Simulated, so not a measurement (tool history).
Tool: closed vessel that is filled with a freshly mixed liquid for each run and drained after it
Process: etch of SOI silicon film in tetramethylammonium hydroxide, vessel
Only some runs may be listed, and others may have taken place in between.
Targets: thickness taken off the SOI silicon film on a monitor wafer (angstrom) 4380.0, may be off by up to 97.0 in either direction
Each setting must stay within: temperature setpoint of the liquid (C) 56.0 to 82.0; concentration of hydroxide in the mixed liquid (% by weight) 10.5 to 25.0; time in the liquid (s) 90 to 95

| run | hour | temperature setpoint of the liquid (C) | concentration of hydroxide in the mixed liquid (% by weight) | time in the liquid (s) | thickness taken off the SOI silicon film on a monitor wafer (angstrom) |
|---|---|---|---|---|---|
| 1 | 0.0 | 69.0 | 20.0 | 90 | 5028.4 |
| 2 | 0.5 | 68.5 | 20.0 | 90 | 4907.7 |
| 3 | 5.8 | 68.0 | 20.0 | 90 | 4764.2 |
| 4 | 10.4 | 70.5 | 20.0 | 90 | 5523.8 |
| 5 | 11.1 | 73.5 | 20.0 | 90 | 6682.4 |
| 6 | 18.8 | 73.5 | 17.5 | 90 | 7034.6 |
| 7 | 23.1 | 71.5 | 17.5 | 90 | 6196.6 |
| 8 | 30.7 | 70.0 | 17.5 | 90 | 5724.0 |
| 9 | 32.8 | 70.0 | 17.5 | 90 | 5704.7 |
| 10 | 34.0 | 64.5 | 17.5 | 90 | 4088.3 |
| 11 | 39.3 | 65.0 | 17.5 | 90 | 4208.7 |

Which one of the following 5 next-run settings gets every result inside its allowed miss? There is exactly one.
| A | 44.6 | 63.0 | 16.0 | 90 | ? |
| B | 44.6 | 65.5 | 20.0 | 95 | ? |
| C | 44.6 | 63.5 | 16.5 | 90 | ? |
| D | 44.6 | 63.5 | 18.5 | 95 | ? |
| E | 44.6 | 62.5 | 15.0 | 95 | ? |

| move | thickness taken off the SOI silicon film on a monitor wafer (angstrom) |
|---|---|
| A | 3898.4 |
| B | 4377.4 |
| C | 3976.1 |
| D | 4014.4 |
| E | 4076.7 |
A: lands further from the targets than the last run did
B: every result lands within tolerance
C: lands further from the targets than the last run did
D: lands further from the targets than the last run did
E: lands further from the targets than the last run did
Go with B: it meets all targets.
